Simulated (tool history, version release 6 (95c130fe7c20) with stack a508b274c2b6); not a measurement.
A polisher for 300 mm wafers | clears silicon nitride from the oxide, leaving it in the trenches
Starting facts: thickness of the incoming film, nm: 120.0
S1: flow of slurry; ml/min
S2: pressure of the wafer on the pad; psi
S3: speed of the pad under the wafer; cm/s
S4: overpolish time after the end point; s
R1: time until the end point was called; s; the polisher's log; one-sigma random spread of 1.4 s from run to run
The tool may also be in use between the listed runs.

run,hour,S1,S2,S3,S4,R1
1,0,200,2.3,122,19,119.38
2,2.8,235,2.3,122,19,122.51
3,4.1,235,2.5,122,19,110.24
4,9.1,235,3,122,19,94.239
5,13.2,235,3.1,124,19,88.808
# hour 15.2: worn pad replaced by a new one
6,15.2,235,3.1,124,21,82.194

What will run 7 give?
7,15.7,235,3.2,124,21,?

Run 7 came out at R1 80.339 s.

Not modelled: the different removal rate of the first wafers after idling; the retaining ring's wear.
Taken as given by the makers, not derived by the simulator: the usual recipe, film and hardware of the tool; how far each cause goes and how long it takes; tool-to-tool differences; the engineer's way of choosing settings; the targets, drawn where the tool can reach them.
